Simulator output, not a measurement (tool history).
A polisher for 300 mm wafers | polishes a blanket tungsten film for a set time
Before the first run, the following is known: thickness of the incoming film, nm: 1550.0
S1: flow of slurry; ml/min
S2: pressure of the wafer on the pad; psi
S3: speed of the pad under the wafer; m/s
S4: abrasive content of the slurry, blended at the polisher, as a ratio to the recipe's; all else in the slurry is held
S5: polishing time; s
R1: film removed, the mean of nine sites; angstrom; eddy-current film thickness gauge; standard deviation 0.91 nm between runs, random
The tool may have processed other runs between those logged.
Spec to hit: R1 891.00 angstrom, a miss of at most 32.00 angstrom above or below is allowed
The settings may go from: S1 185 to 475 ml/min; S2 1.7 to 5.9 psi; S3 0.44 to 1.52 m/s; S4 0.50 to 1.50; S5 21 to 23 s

run    day   S1   S2    S3    S4  S5       R1
  1  0.000  305  3.8  0.98  1.00  23  1211.90
  2  0.100  305  3.6  0.98  1.00  23  1177.00
  3  0.454  305  3.4  0.98  1.00  23  1094.70
  4  0.733  305  4.0  0.98  1.00  23  1294.00
  5  0.796  305  3.8  0.98  1.00  23  1209.70
     0.900  -- slurry blender recalibrated
  6  0.900  365  3.8  0.98  1.00  23  1333.90
  7  1.271  340  3.7  0.98  1.00  23  1260.60
  8  1.496  315  3.6  0.98  1.00  23  1257.90
  9  1.558  300  3.3  0.98  1.00  23  1149.90
 10  1.796  285  3.1  0.98  1.00  23  1069.20

Consider the 5 candidate settings below. Which is the only one whose results all fall within their allowed miss of target?
  A  2.033  290  3.0  0.78  1.05  22   ?
  B  2.033  230  3.6  0.82  1.35  21   ?
  C  2.033  400  2.9  0.86  1.30  23   ?
  D  2.033  275  3.2  0.80  1.20  23   ?
  E  2.033  265  2.7  0.92  1.05  23   ?

move       R1
   A   819.42
   B  1000.00
   C   969.49
   D   952.70
   E   885.54
A: takes the biggest miss from the last run beyond its target
B: better than the last run, though not everything is in spec
C: better than the last run, though not everything is in spec
D: better than the last run, though not everything is in spec
E: all results land within tolerance of their targets
E is the move that brings every result within its allowed miss.
